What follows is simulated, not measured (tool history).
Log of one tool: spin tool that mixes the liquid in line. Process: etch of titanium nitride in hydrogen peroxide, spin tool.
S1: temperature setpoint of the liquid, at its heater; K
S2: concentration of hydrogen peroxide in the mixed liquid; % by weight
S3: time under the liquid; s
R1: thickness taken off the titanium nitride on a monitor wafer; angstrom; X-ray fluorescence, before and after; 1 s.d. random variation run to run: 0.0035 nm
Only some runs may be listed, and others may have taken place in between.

run	day	S1	S2	S3	R1
1	0	320.15	23.5	35	8.8891
2	0.171	320.15	23.5	35	8.8982
3	0.45	320.15	23.5	35	8.8603
4	0.562	320.15	23.5	35	8.975
5	0.7	326.15	23.5	35	13.599
6	1.046	326.15	18.5	35	13.058
7	1.071	325.15	18.5	35	12.049
8	1.292	324.15	18.5	35	11.466
9	1.383	323.15	18.5	35	10.568

What does the tool deliver on the next run?
10	1.662	315.15	18.5	35	?

{"run 10": {"R1": 5.877}}
